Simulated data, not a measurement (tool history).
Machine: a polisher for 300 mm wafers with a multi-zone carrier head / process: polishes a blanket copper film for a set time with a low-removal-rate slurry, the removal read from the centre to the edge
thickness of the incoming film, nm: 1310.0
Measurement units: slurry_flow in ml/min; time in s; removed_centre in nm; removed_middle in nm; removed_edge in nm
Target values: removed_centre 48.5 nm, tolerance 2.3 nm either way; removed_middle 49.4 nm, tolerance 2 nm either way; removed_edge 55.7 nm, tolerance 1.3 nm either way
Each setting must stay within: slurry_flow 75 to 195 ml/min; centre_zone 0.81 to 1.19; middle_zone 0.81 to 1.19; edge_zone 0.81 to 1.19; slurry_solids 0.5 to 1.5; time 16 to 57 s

run	hour	slurry_flow	centre_zone	middle_zone	edge_zone	slurry_solids	time	removed_centre	removed_middle	removed_edge
1	0	125	1	1	1	1	36	55.302	59.118	59.479
2	0.6	120	1	0.98	1	1	36	54.856	56.405	59.968
3	6.5	115	0.99	0.98	0.99	1	36	53.247	56.771	58.295
4	11.2	110	0.99	0.97	0.99	1	36	53.479	54.418	57.455
5	14.6	110	1.05	0.97	0.99	1	36	54.479	54.275	57.764
6	23.1	110	1.05	0.97	0.93	1	36	54.647	55.4	55.771
7	31.3	105	1.03	0.96	0.94	1	36	53.023	54.606	56.229
8	36.2	80	0.99	0.88	0.96	0.95	36	46.735	47.89	53.23
# hour 42.6: slurry nozzle cleaned
9	42.6	85	0.99	0.88	0.96	0.95	36	54.908	54.402	58.987
10	45.9	85	0.99	0.88	0.97	0.95	36	54.388	53.476	58.839
11	52.5	85	0.98	0.88	0.98	0.95	36	53.553	53.409	58.699
12	56.8	85	0.97	0.88	0.99	0.9	36	53.286	53.04	58.136
13	61	85	0.97	0.88	0.99	0.9	36	54.812	53.354	58.962
14	67.9	85	0.98	0.88	0.99	0.95	36	54.296	54.229	59.101
15	73.4	85	0.96	0.88	0.98	0.9	36	53.233	52.564	58.88
16	81.7	75	0.9	0.9	0.92	0.8	35	45.762	49.932	53.117
17	86.1	75	0.89	0.89	0.92	0.8	35	46.327	49.751	52.821
18	88.8	75	0.88	0.88	0.93	0.8	35	45.923	49.356	52.658
19	97.8	75	0.88	0.87	0.94	0.8	35	45.49	48.356	53.169
20	104.1	80	0.88	0.87	0.95	0.8	35	46.4	49.838	53.427
21	105.5	80	0.88	0.86	0.96	0.8	35	46.428	49.533	55.092
22	111.6	80	0.89	0.86	0.96	0.8	35	47.343	48.941	54.249

4 candidate next runs follow, results not yet known. Just one meets every target within its allowed miss. Identify it.
A	117.7	80	0.85	0.85	1	0.75	35	?	?	?
B	117.7	100	0.87	0.88	0.97	0.85	32	?	?	?
C	117.7	75	0.93	0.87	1	0.75	36	?	?	?
D	117.7	75	0.82	0.81	1.04	0.95	34	?	?	?

move	removed_centre	removed_middle	removed_edge
A	44.448	49.146	54.517
B	44.721	49.331	51.997
C	48.118	50.601	55.573
D	43.635	48.187	56.411
A: brings the result that was furthest off to its target, and leaves another outside
B: lands further from the targets than the last run did
C: every result within its allowed miss
D: brings the result that was furthest off to its target, and leaves another outside
Answer: C
